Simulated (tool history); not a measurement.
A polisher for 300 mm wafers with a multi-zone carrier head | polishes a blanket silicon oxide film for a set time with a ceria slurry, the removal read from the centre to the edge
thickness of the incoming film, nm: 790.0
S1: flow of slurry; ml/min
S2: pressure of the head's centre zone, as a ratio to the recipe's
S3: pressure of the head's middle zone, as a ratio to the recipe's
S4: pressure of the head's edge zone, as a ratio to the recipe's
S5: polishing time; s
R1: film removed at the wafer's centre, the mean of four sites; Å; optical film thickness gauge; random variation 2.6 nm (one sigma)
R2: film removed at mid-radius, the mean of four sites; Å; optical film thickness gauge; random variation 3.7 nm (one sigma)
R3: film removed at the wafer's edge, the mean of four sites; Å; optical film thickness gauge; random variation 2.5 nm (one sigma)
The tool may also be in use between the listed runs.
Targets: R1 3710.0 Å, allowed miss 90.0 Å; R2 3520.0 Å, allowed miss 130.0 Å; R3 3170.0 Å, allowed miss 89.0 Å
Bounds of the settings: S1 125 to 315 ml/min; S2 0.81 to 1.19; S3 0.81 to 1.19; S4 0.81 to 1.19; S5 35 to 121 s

run,hour,S1,S2,S3,S4,S5,R1,R2,R3
1,0.0,205,1.00,1.00,1.00,78,2532.9,2503.5,2483.0
2,6.5,205,1.08,1.00,1.00,78,2655.1,2500.5,2510.5
3,11.2,205,1.08,1.00,1.06,78,2647.9,2527.5,2563.0
4,18.5,205,1.08,0.97,1.06,78,2645.5,2426.4,2559.6
5,26.9,165,1.08,0.97,1.06,78,2551.8,2430.4,2569.3
6,32.0,165,1.03,0.97,1.06,78,2491.3,2371.2,2539.6
7,34.6,180,1.05,0.98,1.05,80,2624.8,2441.2,2579.3
8,40.0,180,1.05,0.98,1.05,80,2584.1,2482.2,2592.3
9,41.0,190,1.07,0.99,1.04,82,2774.0,2593.0,2622.9
10,49.1,195,1.08,1.00,1.06,84,2825.9,2667.9,2699.2
11,55.7,200,1.09,1.01,1.07,86,2913.0,2708.9,2810.7
12,61.2,200,1.09,1.01,1.07,86,2912.2,2772.4,2838.4
13,61.9,210,1.10,1.02,1.06,87,2984.2,2823.6,2856.0
14,66.0,220,1.11,1.03,1.05,88,3078.5,2923.4,2882.1
15,72.6,225,1.12,1.04,1.05,89,3136.9,2982.5,2929.0
16,78.4,230,1.13,1.05,1.04,90,3176.6,3019.0,2952.1
17,79.9,235,1.14,1.06,1.03,91,3227.5,3155.9,2979.9

4 next moves are on the table. One of them brings every result within its allowed miss. Which?
A,81.4,225,1.02,1.14,1.04,92,?,?,?
B,81.4,250,1.19,1.09,0.94,100,?,?,?
C,81.4,300,1.19,0.95,0.89,90,?,?,?
D,81.4,170,0.88,1.19,1.17,92,?,?,?

move,R1,R2,R3
A,3073.2,3252.4,3011.0
B,3691.4,3454.7,3144.9
C,3383.1,2861.2,2800.2
D,2740.0,3253.5,3118.9
A: further off than the last run
B: meets every target
C: nearer than the last run, and not there yet
D: further off than the last run
Move B is the one to make.

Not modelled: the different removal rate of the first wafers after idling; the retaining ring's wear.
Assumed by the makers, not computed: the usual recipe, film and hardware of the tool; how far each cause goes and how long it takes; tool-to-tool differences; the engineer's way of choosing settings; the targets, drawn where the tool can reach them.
